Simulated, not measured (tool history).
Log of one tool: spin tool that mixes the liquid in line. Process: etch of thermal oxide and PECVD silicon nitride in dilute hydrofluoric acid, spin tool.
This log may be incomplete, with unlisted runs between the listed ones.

run	hour	temperature setpoint of the liquid (°C)	parts of water to one part of 49 % hydrofluoric acid (parts by volume)	time under the liquid (s)	thickness taken off the thermal oxide on a monitor wafer (nm)	thickness taken off the PECVD silicon nitride on a monitor wafer (nm)
1	0	24	60	180	15.666	10.711
2	5	25	50	185	20.402	14.158
3	8.7	21.5	50	185	17.432	11.16
4	16.5	23	45	185	20.967	13.847
5	23.9	24	40	185	24.916	16.456
6	24.7	24	40	120	16.038	10.695
7	31.4	25	35	130	20.944	13.936
8	33.1	25	35	130	20.785	14.019
9	35.9	26	30	135	26.354	18.112

Run 10 comes next. What will it give?
10	40	27	30	135	?	?

{"run 10": {"thickness taken off the thermal oxide on a monitor wafer (nm)": 27.711, "thickness taken off the PECVD silicon nitride on a monitor wafer (nm)": 19.396}}

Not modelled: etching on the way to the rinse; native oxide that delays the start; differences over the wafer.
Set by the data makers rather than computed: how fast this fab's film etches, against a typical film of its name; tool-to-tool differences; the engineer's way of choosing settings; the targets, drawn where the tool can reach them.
